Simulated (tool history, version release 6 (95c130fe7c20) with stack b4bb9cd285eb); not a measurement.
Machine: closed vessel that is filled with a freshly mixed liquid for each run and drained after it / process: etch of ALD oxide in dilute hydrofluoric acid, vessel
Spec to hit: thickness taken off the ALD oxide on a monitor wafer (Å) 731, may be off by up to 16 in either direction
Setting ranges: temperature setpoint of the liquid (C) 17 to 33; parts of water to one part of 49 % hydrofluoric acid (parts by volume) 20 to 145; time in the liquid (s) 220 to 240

run,hour,temperature setpoint of the liquid (C),parts of water to one part of 49 % hydrofluoric acid (parts by volume),time in the liquid (s),thickness taken off the ALD oxide on a monitor wafer (Å)
1,0,25,80,220,457.38
2,5.8,28.5,80,220,525.52
3,8.3,29.5,80,220,547.61
4,15.9,30,80,220,554.08
5,23.8,27.5,80,220,503.63
6,27.9,28.5,75,220,565.12
7,36.6,29.5,75,220,582.49
8,39.6,29.5,75,220,584.47
9,40.7,30,75,220,592.6
10,44.6,30.5,75,220,611.31
# hour 48: thermometer replaced
11,48,31,75,220,567.53

Pick the move, out of 5, that brings all results within their allowed miss; only one does.
A,51.4,27.5,60,240,?
B,51.4,32,65,220,?
C,51.4,31.5,70,240,?
D,51.4,33,60,240,?
E,51.4,29,60,240,?

move,thickness taken off the ALD oxide on a monitor wafer (Å)
A,695.28
B,695.51
C,685.92
D,860.64
E,737.65
A: nearer than the last run, and not there yet
B: nearer than the last run, and not there yet
C: nearer than the last run, and not there yet
D: moves the result that the last run missed by most past its target, out the other side
E: in spec on every target
The move that meets every target is E.

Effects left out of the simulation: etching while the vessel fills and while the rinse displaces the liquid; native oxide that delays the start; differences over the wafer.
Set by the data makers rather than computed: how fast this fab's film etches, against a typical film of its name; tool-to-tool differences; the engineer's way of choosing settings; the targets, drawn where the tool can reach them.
